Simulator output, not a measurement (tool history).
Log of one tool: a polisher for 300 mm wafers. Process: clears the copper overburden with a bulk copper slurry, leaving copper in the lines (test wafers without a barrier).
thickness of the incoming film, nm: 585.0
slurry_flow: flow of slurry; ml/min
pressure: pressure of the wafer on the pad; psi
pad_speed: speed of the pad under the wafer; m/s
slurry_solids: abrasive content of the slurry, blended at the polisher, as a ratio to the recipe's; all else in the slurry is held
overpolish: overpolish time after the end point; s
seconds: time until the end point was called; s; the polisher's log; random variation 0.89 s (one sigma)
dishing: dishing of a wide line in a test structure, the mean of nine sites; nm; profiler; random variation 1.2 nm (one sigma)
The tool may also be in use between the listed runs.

run	hour	slurry_flow	pressure	pad_speed	slurry_solids	overpolish	seconds	dishing
1	0	145	1.7	1.2	1	13	107.65	41.967
2	5.4	145	1.8	1.22	1	13	100.23	43.527
3	8.2	145	1.9	1.24	1	13	93.544	46.411
4	14	145	2	1.26	1	13	88.105	48.395
5	15.2	115	2	1.26	1	13	90.917	47.485
6	16.4	85	2	1.26	1	13	95.074	45.407
7	18.6	120	2.5	1.44	1	15	64.448	65.781

Run 8 comes next. What will it give?
8	22.9	120	2.7	1.6	1	16	?	?

{"run 8": {"seconds": 53.484, "dishing": 74.42}}

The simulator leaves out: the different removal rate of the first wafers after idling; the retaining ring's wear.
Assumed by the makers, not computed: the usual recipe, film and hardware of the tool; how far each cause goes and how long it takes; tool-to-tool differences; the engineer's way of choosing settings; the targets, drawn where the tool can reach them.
